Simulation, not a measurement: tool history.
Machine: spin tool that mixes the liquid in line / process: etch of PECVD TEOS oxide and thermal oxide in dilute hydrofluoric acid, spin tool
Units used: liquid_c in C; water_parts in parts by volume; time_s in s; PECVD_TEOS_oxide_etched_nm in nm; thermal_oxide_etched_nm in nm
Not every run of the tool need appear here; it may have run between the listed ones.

run  hour  liquid_c  water_parts  time_s  PECVD_TEOS_oxide_etched_nm  thermal_oxide_etched_nm
  1   0.0      23.0          280     180                      4.1703                   2.4671
  2   2.1      24.5          250     180                      5.1829                   2.9784
  3   3.1      24.5          250     120                      3.4552                   1.9520
  4   6.2      27.5          250     120                      3.8786                   2.1715
  5   9.2      27.5          250     200                      6.3833                   3.7107
  6  13.8      27.5          200     200                      8.5147                   4.8955
  7  18.8      28.0          190     200                      9.0916                   5.2908
  8  22.6      28.5          180     200                      9.9034                   5.7117
  9  30.4      29.0          175     200                     10.4570                   6.0188

The next listed run, before its measurement:
 10  31.1      29.5          170     200                           ?                        ?

{"run 10": {"PECVD_TEOS_oxide_etched_nm": 11.066, "thermal_oxide_etched_nm": 6.4132}}

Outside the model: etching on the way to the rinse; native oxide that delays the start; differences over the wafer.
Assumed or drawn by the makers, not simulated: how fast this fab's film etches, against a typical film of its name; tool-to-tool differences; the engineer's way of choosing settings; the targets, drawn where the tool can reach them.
